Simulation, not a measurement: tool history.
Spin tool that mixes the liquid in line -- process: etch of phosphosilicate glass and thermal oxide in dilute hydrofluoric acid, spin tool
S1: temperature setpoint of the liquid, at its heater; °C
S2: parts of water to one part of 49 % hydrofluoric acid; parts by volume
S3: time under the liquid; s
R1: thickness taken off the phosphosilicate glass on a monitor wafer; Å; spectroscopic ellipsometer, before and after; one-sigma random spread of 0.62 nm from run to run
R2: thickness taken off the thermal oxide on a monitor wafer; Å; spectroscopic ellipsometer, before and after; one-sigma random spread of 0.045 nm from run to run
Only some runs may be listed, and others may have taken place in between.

{"run": 1, "hour": 0.0, "S1": 21, "S2": 50, "S3": 35, "R1": 347.17, "R2": 37.111}
{"run": 2, "hour": 4.9, "S1": 21, "S2": 60, "S3": 35, "R1": 281.42, "R2": 30.305}
{"run": 3, "hour": 12.2, "S1": 21, "S2": 45, "S3": 35, "R1": 386.92, "R2": 41.565}
{"run": 4, "hour": 17.8, "S1": 18.5, "S2": 45, "S3": 35, "R1": 343.62, "R2": 37.069}
{"run": 5, "hour": 18.7, "S1": 20, "S2": 45, "S3": 35, "R1": 364.22, "R2": 39.808}
{"run": 6, "hour": 27.0, "S1": 20, "S2": 35, "S3": 35, "R1": 478.29, "R2": 51.409}
{"run": 7, "hour": 30.1, "S1": 24, "S2": 35, "S3": 35, "R1": 568.97, "R2": 61.549}
{"run": 8, "hour": 35.1, "S1": 24.5, "S2": 35, "S3": 35, "R1": 579, "R2": 61.427}
{"run": 9, "hour": 42.6, "S1": 25, "S2": 35, "S3": 35, "R1": 600.26, "R2": 64.643}

Run 10 is up next; what results do you expect?
{"run": 10, "hour": 46.4, "S1": 26, "S2": 35, "S3": 35, "R1": "?", "R2": "?"}

{"run 10": {"R1": 615.33, "R2": 65.993}}

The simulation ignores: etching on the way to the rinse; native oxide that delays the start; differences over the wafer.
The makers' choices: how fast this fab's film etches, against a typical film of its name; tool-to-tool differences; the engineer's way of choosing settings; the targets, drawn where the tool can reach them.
